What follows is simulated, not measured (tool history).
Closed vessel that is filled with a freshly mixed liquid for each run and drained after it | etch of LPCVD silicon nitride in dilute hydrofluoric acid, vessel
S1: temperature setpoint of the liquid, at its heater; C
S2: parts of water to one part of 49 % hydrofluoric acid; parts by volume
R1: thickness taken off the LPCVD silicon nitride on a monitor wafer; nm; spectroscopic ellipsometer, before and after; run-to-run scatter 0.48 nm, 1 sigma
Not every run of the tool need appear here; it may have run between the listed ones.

{"run": 1, "hour": 0.0, "S1": 25.0, "S2": 65, "time in the liquid (s)": 2940, "R1": 20.256}
{"run": 2, "hour": 7.4, "S1": 25.0, "S2": 50, "time in the liquid (s)": 2940, "R1": 26.463}
{"run": 3, "hour": 10.0, "S1": 25.0, "S2": 50, "time in the liquid (s)": 3150, "R1": 28.055}
{"run": 4, "hour": 13.8, "S1": 27.5, "S2": 45, "time in the liquid (s)": 3150, "R1": 37.138}
{"run": 5, "hour": 19.7, "S1": 27.5, "S2": 45, "time in the liquid (s)": 3150, "R1": 37.026}
{"hour": 28.4, "done": "hydrofluoric acid flow meter replaced"}
{"run": 6, "hour": 28.4, "S1": 27.5, "S2": 65, "time in the liquid (s)": 3150, "R1": 27.352}
{"run": 7, "hour": 32.6, "S1": 29.5, "S2": 60, "time in the liquid (s)": 3150, "R1": 33.915}
{"run": 8, "hour": 34.3, "S1": 29.5, "S2": 60, "time in the liquid (s)": 3150, "R1": 34.648}

What will run 9 give?
{"run": 9, "hour": 35.9, "S1": 30.5, "S2": 55, "time in the liquid (s)": 3150, "R1": "?"}

{"run 9": {"R1": 39.811}}
